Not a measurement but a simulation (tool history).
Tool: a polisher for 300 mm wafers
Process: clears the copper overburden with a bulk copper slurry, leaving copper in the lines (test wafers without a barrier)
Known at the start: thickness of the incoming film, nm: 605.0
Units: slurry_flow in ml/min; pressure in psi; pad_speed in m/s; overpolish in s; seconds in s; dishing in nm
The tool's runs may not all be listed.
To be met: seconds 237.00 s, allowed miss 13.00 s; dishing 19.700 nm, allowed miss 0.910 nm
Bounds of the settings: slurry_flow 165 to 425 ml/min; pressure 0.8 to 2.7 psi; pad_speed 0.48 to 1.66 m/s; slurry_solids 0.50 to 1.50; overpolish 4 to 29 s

Run 1, hour 0.0: slurry_flow 275 ml/min, pressure 1.7 psi, pad_speed 1.06 m/s, slurry_solids 1.00, overpolish 15 s. Result: seconds 125.74 s, dishing 46.806 nm.
Run 2, hour 0.7: slurry_flow 275 ml/min, pressure 1.6 psi, pad_speed 1.00 m/s, slurry_solids 1.00, overpolish 13 s. Result: seconds 135.18 s, dishing 39.668 nm.
Run 3, hour 2.0: slurry_flow 275 ml/min, pressure 1.6 psi, pad_speed 1.00 m/s, slurry_solids 1.00, overpolish 17 s. Result: seconds 139.54 s, dishing 47.973 nm.
Run 4, hour 4.0: slurry_flow 225 ml/min, pressure 1.6 psi, pad_speed 1.00 m/s, slurry_solids 1.00, overpolish 17 s. Result: seconds 136.64 s, dishing 47.015 nm.
Run 5, hour 7.3: slurry_flow 225 ml/min, pressure 1.5 psi, pad_speed 0.92 m/s, slurry_solids 1.00, overpolish 15 s. Result: seconds 152.71 s, dishing 39.604 nm.
Run 6, hour 8.4: slurry_flow 225 ml/min, pressure 1.5 psi, pad_speed 0.92 m/s, slurry_solids 1.00, overpolish 9 s. Result: seconds 154.13 s, dishing 27.062 nm.
Run 7, hour 11.0: slurry_flow 225 ml/min, pressure 1.4 psi, pad_speed 0.90 m/s, slurry_solids 1.00, overpolish 9 s. Result: seconds 162.28 s, dishing 25.027 nm.
Run 8, hour 18.9: slurry_flow 225 ml/min, pressure 1.3 psi, pad_speed 0.88 m/s, slurry_solids 1.00, overpolish 9 s. Result: seconds 182.15 s, dishing 23.556 nm.
Run 9, hour 20.0: slurry_flow 225 ml/min, pressure 1.2 psi, pad_speed 0.88 m/s, slurry_solids 1.00, overpolish 9 s. Result: seconds 195.11 s, dishing 21.468 nm.
Run 10, hour 23.4: slurry_flow 225 ml/min, pressure 1.1 psi, pad_speed 0.86 m/s, slurry_solids 1.00, overpolish 10 s. Result: seconds 207.43 s, dishing 21.355 nm.
Run 11, hour 28.9: slurry_flow 225 ml/min, pressure 0.8 psi, pad_speed 0.84 m/s, slurry_solids 1.00, overpolish 11 s. Result: seconds 298.86 s, dishing 17.461 nm.
Run 12, hour 31.7: slurry_flow 225 ml/min, pressure 1.1 psi, pad_speed 0.84 m/s, slurry_solids 1.00, overpolish 10 s. Result: seconds 211.33 s, dishing 21.591 nm.

Which of these 5 next moves meets every target?
Run A, hour 34.5: slurry_flow 165 ml/min, pressure 1.1 psi, pad_speed 1.10 m/s, slurry_solids 1.15, overpolish 9 s. Result: seconds ?, dishing ?.
Run B, hour 34.5: slurry_flow 200 ml/min, pressure 1.1 psi, pad_speed 0.64 m/s, slurry_solids 1.05, overpolish 13 s. Result: seconds ?, dishing ?.
Run C, hour 34.5: slurry_flow 240 ml/min, pressure 1.1 psi, pad_speed 0.72 m/s, slurry_solids 0.80, overpolish 10 s. Result: seconds ?, dishing ?.
Run D, hour 34.5: slurry_flow 165 ml/min, pressure 1.3 psi, pad_speed 0.60 m/s, slurry_solids 0.55, overpolish 11 s. Result: seconds ?, dishing ?.
Run E, hour 34.5: slurry_flow 230 ml/min, pressure 1.2 psi, pad_speed 0.94 m/s, slurry_solids 1.05, overpolish 10 s. Result: seconds ?, dishing ?.

move  seconds  dishing
   A   189.30   22.229
   B   253.31   23.683
   C   245.54   19.499
   D   248.45   21.126
   E   188.36   24.489
A: further off than the last run
B: further off than the last run
C: meets every target
D: nearer than the last run, and not there yet
E: further off than the last run
Answer: C
